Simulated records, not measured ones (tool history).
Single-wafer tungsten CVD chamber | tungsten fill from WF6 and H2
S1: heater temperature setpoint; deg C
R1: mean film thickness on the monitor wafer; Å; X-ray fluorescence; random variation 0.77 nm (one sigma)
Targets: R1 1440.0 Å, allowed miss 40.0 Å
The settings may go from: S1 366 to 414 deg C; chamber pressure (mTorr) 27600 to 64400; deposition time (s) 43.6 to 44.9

run 1 hour=0.0 | S1=390 chamber_pressure_(mTorr)=46000 deposition_time_(s)=43.6 | R1=1290.8
run 2 hour=5.8 | S1=390 chamber_pressure_(mTorr)=51200 deposition_time_(s)=43.6 | R1=1379.3
run 3 hour=12.9 | S1=381 chamber_pressure_(mTorr)=51200 deposition_time_(s)=43.6 | R1=1185.5
run 4 hour=19.2 | S1=385 chamber_pressure_(mTorr)=51200 deposition_time_(s)=43.6 | R1=1273.3
run 5 hour=23.3 | S1=386 chamber_pressure_(mTorr)=51300 deposition_time_(s)=43.6 | R1=1306.2
run 6 hour=32.2 | S1=387 chamber_pressure_(mTorr)=51400 deposition_time_(s)=43.6 | R1=1318.5
run 7 hour=34.2 | S1=388 chamber_pressure_(mTorr)=51500 deposition_time_(s)=43.6 | R1=1347.9
run 8 hour=38.1 | S1=389 chamber_pressure_(mTorr)=51500 deposition_time_(s)=43.6 | R1=1369.0
-- hour=46.9 thermocouple changed; heater temperature recalibrated
run 9 hour=46.9 | S1=390 chamber_pressure_(mTorr)=51500 deposition_time_(s)=43.6 | R1=1264.7
run 10 hour=51.6 | S1=395 chamber_pressure_(mTorr)=46900 deposition_time_(s)=43.8 | R1=1321.1
run 11 hour=59.9 | S1=397 chamber_pressure_(mTorr)=47100 deposition_time_(s)=43.8 | R1=1374.6
run 12 hour=65.8 | S1=398 chamber_pressure_(mTorr)=47200 deposition_time_(s)=43.8 | R1=1382.6

Which of these 5 next moves meets every target?
run A hour=71.7 | S1=399 chamber_pressure_(mTorr)=46300 deposition_time_(s)=44.9 | R1=?
run B hour=71.7 | S1=397 chamber_pressure_(mTorr)=45900 deposition_time_(s)=43.6 | R1=?
run C hour=71.7 | S1=395 chamber_pressure_(mTorr)=47900 deposition_time_(s)=44.9 | R1=?
run D hour=71.7 | S1=398 chamber_pressure_(mTorr)=44200 deposition_time_(s)=43.7 | R1=?
run E hour=71.7 | S1=393 chamber_pressure_(mTorr)=50700 deposition_time_(s)=43.6 | R1=?

move=A R1=1428.5
move=B R1=1334.1
move=C R1=1363.4
move=D R1=1328.5
move=E R1=1323.6
A: meets every target
B: further off than the last run
C: further off than the last run
D: further off than the last run
E: further off than the last run
Answer: A
